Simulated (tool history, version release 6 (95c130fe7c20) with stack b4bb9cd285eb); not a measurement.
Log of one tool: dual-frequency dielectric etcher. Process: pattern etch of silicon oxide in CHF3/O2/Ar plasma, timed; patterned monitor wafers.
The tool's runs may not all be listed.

run,hour,source power (kW),bias power (kW),etch time (s),mean etch depth across the wafer (nm)
1,0,0.69,0.17,722.5,1477.6
2,6,0.69,0.149,722.5,1425.9
3,9.3,0.69,0.149,753.5,1492.4
4,17.6,0.69,0.175,753.5,1553.3
5,18.7,0.6,0.175,753.5,1438.4
6,19.4,0.6,0.175,722.5,1377.1
7,23,0.63,0.176,722.5,1418.4

Forecast run 8:
8,28.8,0.65,0.177,722.5,?

mean etch depth across the wafer (nm): 1449.6
